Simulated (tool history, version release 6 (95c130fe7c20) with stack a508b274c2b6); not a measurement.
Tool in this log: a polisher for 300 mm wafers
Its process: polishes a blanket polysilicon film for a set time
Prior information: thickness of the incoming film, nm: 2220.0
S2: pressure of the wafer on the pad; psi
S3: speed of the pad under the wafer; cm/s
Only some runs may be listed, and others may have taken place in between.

run 1 hour=0.0 | flow_of_slurry_(ml/min)=130 S2=3.3 S3=130 polishing_time_(s)=60 | film_removed_(Å)=7277.5
run 2 hour=7.1 | flow_of_slurry_(ml/min)=120 S2=3.3 S3=130 polishing_time_(s)=60 | film_removed_(Å)=7176.7
run 3 hour=12.6 | flow_of_slurry_(ml/min)=115 S2=3.3 S3=130 polishing_time_(s)=60 | film_removed_(Å)=7047.3
run 4 hour=20.6 | flow_of_slurry_(ml/min)=115 S2=3.7 S3=130 polishing_time_(s)=60 | film_removed_(Å)=7843.3
run 5 hour=27.4 | flow_of_slurry_(ml/min)=145 S2=3.7 S3=130 polishing_time_(s)=60 | film_removed_(Å)=8171.5
run 6 hour=30.6 | flow_of_slurry_(ml/min)=135 S2=3.5 S3=130 polishing_time_(s)=60 | film_removed_(Å)=7722.5
run 7 hour=36.8 | flow_of_slurry_(ml/min)=125 S2=3.4 S3=130 polishing_time_(s)=60 | film_removed_(Å)=7436.7

Run 8 is up next; what results do you expect?
run 8 hour=40.4 | flow_of_slurry_(ml/min)=115 S2=3.3 S3=130 polishing_time_(s)=60 | film_removed_(Å)=?

film removed (Å): 7051.9

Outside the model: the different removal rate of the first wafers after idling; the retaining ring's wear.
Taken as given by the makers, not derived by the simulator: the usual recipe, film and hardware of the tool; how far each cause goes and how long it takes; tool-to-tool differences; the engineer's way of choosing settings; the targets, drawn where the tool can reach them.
